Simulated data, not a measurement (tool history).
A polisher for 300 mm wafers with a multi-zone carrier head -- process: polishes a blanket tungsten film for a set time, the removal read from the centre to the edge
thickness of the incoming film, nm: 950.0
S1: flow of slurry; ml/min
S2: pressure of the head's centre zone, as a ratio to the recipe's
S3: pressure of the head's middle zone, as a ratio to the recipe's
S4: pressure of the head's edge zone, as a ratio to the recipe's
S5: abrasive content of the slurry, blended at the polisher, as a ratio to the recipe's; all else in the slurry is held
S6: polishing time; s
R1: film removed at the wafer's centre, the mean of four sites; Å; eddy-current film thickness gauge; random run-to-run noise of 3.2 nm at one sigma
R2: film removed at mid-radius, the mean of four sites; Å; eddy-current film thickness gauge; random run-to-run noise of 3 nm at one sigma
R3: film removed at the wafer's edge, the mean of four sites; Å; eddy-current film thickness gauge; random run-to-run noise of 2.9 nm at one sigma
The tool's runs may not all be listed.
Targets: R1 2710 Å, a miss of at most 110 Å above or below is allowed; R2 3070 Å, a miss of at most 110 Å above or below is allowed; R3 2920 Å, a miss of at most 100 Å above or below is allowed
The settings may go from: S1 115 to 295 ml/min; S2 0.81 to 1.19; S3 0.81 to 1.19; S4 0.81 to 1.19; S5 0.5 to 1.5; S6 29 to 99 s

{"run": 1, "day": 0.0, "S1": 190, "S2": 1, "S3": 1, "S4": 1, "S5": 1, "S6": 64, "R1": 3442.8, "R2": 3457.6, "R3": 3418.9}
{"run": 2, "day": 0.179, "S1": 170, "S2": 1, "S3": 1, "S4": 1, "S5": 1, "S6": 64, "R1": 3327.2, "R2": 3468.9, "R3": 3409.3}
{"run": 3, "day": 0.388, "S1": 165, "S2": 0.98, "S3": 0.99, "S4": 0.97, "S5": 0.9, "S6": 64, "R1": 3239.4, "R2": 3293.6, "R3": 3283.9}
{"run": 4, "day": 0.671, "S1": 165, "S2": 0.98, "S3": 0.99, "S4": 0.97, "S5": 0.9, "S6": 54, "R1": 2703.9, "R2": 2739.8, "R3": 2791.5}
{"run": 5, "day": 0.708, "S1": 190, "S2": 0.98, "S3": 0.99, "S4": 0.97, "S5": 0.9, "S6": 54, "R1": 2735.8, "R2": 2767.7, "R3": 2815.3}
{"run": 6, "day": 0.904, "S1": 190, "S2": 1.03, "S3": 0.99, "S4": 0.97, "S5": 0.9, "S6": 54, "R1": 2942, "R2": 2848.8, "R3": 2759.4}
{"run": 7, "day": 1.004, "S1": 185, "S2": 1.01, "S3": 1.01, "S4": 0.98, "S5": 0.9, "S6": 54, "R1": 2781.6, "R2": 2861.7, "R3": 2746.5}
{"run": 8, "day": 1.25, "S1": 185, "S2": 1, "S3": 1.02, "S4": 0.99, "S5": 0.95, "S6": 54, "R1": 2900.1, "R2": 2934, "R3": 2771.3}

5 candidate next runs follow, results not yet known. Just one meets every target within its allowed miss. Identify it.
{"run": "A", "day": 1.496, "S1": 185, "S2": 0.95, "S3": 0.96, "S4": 1.02, "S5": 0.9, "S6": 55, "R1": "?", "R2": "?", "R3": "?"}
{"run": "B", "day": 1.496, "S1": 195, "S2": 1.08, "S3": 1.02, "S4": 1.06, "S5": 1.15, "S6": 54, "R1": "?", "R2": "?", "R3": "?"}
{"run": "C", "day": 1.496, "S1": 125, "S2": 1.14, "S3": 0.98, "S4": 0.94, "S5": 0.8, "S6": 58, "R1": "?", "R2": "?", "R3": "?"}
{"run": "D", "day": 1.496, "S1": 175, "S2": 0.97, "S3": 1.11, "S4": 1.05, "S5": 0.85, "S6": 55, "R1": "?", "R2": "?", "R3": "?"}
{"run": "E", "day": 1.496, "S1": 210, "S2": 1.1, "S3": 1.08, "S4": 0.98, "S5": 1.05, "S6": 52, "R1": "?", "R2": "?", "R3": "?"}

move=A R1=2737.3 R2=2827 R3=2888.8
move=B R1=3268.7 R2=3115.4 R3=3075.9
move=C R1=3092.3 R2=2729.4 R3=2695.9
move=D R1=2733.6 R2=3126.7 R3=2866.9
move=E R1=3178.7 R2=3117 R3=2811.2
A: the furthest-off result lands on target, but another misses its tolerance
B: its largest miss is bigger than the last run's
C: its largest miss is bigger than the last run's
D: all results in spec
E: its largest miss is bigger than the last run's
D is the move that brings every result within its allowed miss.

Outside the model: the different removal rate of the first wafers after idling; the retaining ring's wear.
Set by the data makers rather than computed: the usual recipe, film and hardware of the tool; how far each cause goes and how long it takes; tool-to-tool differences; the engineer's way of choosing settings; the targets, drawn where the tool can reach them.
